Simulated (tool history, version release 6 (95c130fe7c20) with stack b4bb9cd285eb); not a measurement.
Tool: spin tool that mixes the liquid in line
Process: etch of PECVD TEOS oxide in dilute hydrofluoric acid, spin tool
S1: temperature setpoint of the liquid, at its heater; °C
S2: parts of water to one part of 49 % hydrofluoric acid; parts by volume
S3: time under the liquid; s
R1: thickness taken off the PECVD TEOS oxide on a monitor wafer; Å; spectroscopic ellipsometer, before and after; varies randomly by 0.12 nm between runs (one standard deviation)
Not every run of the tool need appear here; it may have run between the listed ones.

run 1 hour=0 | S1=24 S2=155 S3=280 | R1=142.8
run 2 hour=2.7 | S1=24 S2=180 S3=280 | R1=119.31
run 3 hour=8 | S1=24 S2=210 S3=280 | R1=99.214
run 4 hour=14 | S1=24 S2=235 S3=280 | R1=86.831
run 5 hour=22.9 | S1=24 S2=235 S3=300 | R1=92.839
run 6 hour=25.9 | S1=24 S2=215 S3=300 | R1=103.38
run 7 hour=28.7 | S1=26 S2=175 S3=300 | R1=142.96
run 8 hour=33.4 | S1=27.5 S2=140 S3=300 | R1=196.58
run 9 hour=38.9 | S1=28.5 S2=125 S3=300 | R1=233.87
run 10 hour=45.5 | S1=29.5 S2=115 S3=300 | R1=266.29
-- hour=46.9 thermometer replaced
run 11 hour=46.9 | S1=32 S2=90 S3=300 | R1=414.87
run 12 hour=47.6 | S1=31.5 S2=90 S3=300 | R1=408.6
run 13 hour=53.4 | S1=31.5 S2=90 S3=300 | R1=410.26
run 14 hour=54.6 | S1=31 S2=90 S3=300 | R1=403.11
run 15 hour=60.5 | S1=30 S2=90 S3=300 | R1=385.94

Run 16 has not been measured yet. What should we expect?
run 16 hour=65.8 | S1=29 S2=90 S3=300 | R1=?

Run 16 yielded R1 374.22 Å.

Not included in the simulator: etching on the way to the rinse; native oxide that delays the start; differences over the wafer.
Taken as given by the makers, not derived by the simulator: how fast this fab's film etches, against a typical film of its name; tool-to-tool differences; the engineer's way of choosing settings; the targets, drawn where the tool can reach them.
